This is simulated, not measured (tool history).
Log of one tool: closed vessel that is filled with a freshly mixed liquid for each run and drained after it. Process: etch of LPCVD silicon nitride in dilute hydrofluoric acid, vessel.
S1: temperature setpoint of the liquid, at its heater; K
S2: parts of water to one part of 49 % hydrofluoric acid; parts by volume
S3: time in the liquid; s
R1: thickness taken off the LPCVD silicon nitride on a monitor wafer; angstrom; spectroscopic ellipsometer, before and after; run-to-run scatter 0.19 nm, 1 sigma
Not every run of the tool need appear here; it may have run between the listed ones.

Run 1, hour 0: S1 297.15 K, S2 185 parts by volume, S3 3115 s. Result: R1 94.095 angstrom.
Run 2, hour 3: S1 298.15 K, S2 175 parts by volume, S3 3115 s. Result: R1 106.82 angstrom.
Run 3, hour 11: S1 294.65 K, S2 175 parts by volume, S3 3115 s. Result: R1 85.557 angstrom.
Run 4, hour 18.1: S1 296.15 K, S2 165 parts by volume, S3 3115 s. Result: R1 97.437 angstrom.
Run 5, hour 22.7: S1 297.15 K, S2 155 parts by volume, S3 3115 s. Result: R1 112.53 angstrom.
Run 6, hour 32.2: S1 294.65 K, S2 155 parts by volume, S3 3115 s. Result: R1 94.33 angstrom.

Run 7 comes next. What will it give?
Run 7, hour 39.9: S1 296.15 K, S2 150 parts by volume, S3 3115 s. Result: R1 ?.

R1: 109.57 angstrom
